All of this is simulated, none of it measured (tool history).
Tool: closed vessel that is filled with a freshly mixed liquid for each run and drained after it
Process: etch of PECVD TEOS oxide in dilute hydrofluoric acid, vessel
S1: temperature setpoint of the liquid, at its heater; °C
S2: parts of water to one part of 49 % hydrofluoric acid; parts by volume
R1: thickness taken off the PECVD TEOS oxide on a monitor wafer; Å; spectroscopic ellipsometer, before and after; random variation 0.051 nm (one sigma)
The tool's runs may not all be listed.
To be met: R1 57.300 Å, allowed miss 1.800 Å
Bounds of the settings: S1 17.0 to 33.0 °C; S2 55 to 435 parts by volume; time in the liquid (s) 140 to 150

Run 1, hour 0.0: S1 25.0 °C, S2 245 parts by volume, time in the liquid (s) 140. Result: R1 84.909 Å.
Run 2, hour 3.9: S1 27.0 °C, S2 245 parts by volume, time in the liquid (s) 140. Result: R1 93.497 Å.
Run 3, hour 6.2: S1 27.0 °C, S2 245 parts by volume, time in the liquid (s) 150. Result: R1 99.023 Å.
Run 4, hour 10.5: S1 24.5 °C, S2 260 parts by volume, time in the liquid (s) 150. Result: R1 83.021 Å.
Run 5, hour 14.4: S1 22.5 °C, S2 265 parts by volume, time in the liquid (s) 150. Result: R1 76.613 Å.
Run 6, hour 17.5: S1 22.5 °C, S2 225 parts by volume, time in the liquid (s) 150. Result: R1 93.535 Å.
Run 7, hour 23.4: S1 21.0 °C, S2 245 parts by volume, time in the liquid (s) 150. Result: R1 81.145 Å.
Run 8, hour 26.9: S1 20.0 °C, S2 260 parts by volume, time in the liquid (s) 150. Result: R1 71.888 Å.
Run 9, hour 30.7: S1 19.0 °C, S2 270 parts by volume, time in the liquid (s) 150. Result: R1 66.720 Å.
Run 10, hour 36.2: S1 19.0 °C, S2 270 parts by volume, time in the liquid (s) 150. Result: R1 65.559 Å.
Run 11, hour 38.9: S1 18.5 °C, S2 275 parts by volume, time in the liquid (s) 150. Result: R1 62.629 Å.
Run 12, hour 46.9: S1 18.0 °C, S2 275 parts by volume, time in the liquid (s) 150. Result: R1 61.930 Å.
Run 13, hour 52.5: S1 17.5 °C, S2 280 parts by volume, time in the liquid (s) 150. Result: R1 59.201 Å.

Which of these 5 next moves meets every target?
Run A, hour 58.1: S1 17.0 °C, S2 285 parts by volume, time in the liquid (s) 140. Result: R1 ?.
Run B, hour 58.1: S1 17.0 °C, S2 290 parts by volume, time in the liquid (s) 145. Result: R1 ?.
Run C, hour 58.1: S1 17.0 °C, S2 260 parts by volume, time in the liquid (s) 145. Result: R1 ?.
Run D, hour 58.1: S1 17.0 °C, S2 265 parts by volume, time in the liquid (s) 140. Result: R1 ?.
Run E, hour 58.1: S1 17.5 °C, S2 305 parts by volume, time in the liquid (s) 150. Result: R1 ?.

move      R1
   A  53.252
   B  53.975
   C  61.763
   D  58.256
   E  53.424
A: takes the result that was furthest off past its target
B: takes the result that was furthest off past its target
C: further off than the last run
D: meets every target
E: takes the result that was furthest off past its target
Answer: D
